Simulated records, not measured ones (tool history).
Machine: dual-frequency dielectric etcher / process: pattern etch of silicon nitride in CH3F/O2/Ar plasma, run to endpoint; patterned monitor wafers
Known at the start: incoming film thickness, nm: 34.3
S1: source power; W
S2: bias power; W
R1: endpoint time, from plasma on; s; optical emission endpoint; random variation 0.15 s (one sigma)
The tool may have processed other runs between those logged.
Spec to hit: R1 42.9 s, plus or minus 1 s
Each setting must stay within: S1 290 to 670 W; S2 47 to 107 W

Run 1, hour 0: S1 480 W, S2 77 W. Result: R1 50.634 s.
Run 2, hour 6.3: S1 520 W, S2 79 W. Result: R1 48.202 s.
Run 3, hour 14.5: S1 550 W, S2 80 W. Result: R1 46.736 s.
Run 4, hour 18: S1 620 W, S2 80 W. Result: R1 43.956 s.
Run 5, hour 25.2: S1 620 W, S2 70 W. Result: R1 45.979 s.
Run 6, hour 31: S1 620 W, S2 75 W. Result: R1 44.687 s.
Run 7, hour 36.2: S1 630 W, S2 75 W. Result: R1 44.602 s.
Run 8, hour 40.5: S1 640 W, S2 76 W. Result: R1 44.038 s.

Consider the 4 candidate settings below. Which is the only one whose results all fall within their allowed miss of target?
Run A, hour 44.8: S1 620 W, S2 77 W. Result: R1 ?.
Run B, hour 44.8: S1 570 W, S2 79 W. Result: R1 ?.
Run C, hour 44.8: S1 640 W, S2 69 W. Result: R1 ?.
Run D, hour 44.8: S1 670 W, S2 77 W. Result: R1 ?.

move      R1
   A  44.551
   B  46.075
   C  45.449
   D  42.885
A: lands further from the targets than the last run did
B: lands further from the targets than the last run did
C: lands further from the targets than the last run did
D: each result inside its tolerance
The right move is D.

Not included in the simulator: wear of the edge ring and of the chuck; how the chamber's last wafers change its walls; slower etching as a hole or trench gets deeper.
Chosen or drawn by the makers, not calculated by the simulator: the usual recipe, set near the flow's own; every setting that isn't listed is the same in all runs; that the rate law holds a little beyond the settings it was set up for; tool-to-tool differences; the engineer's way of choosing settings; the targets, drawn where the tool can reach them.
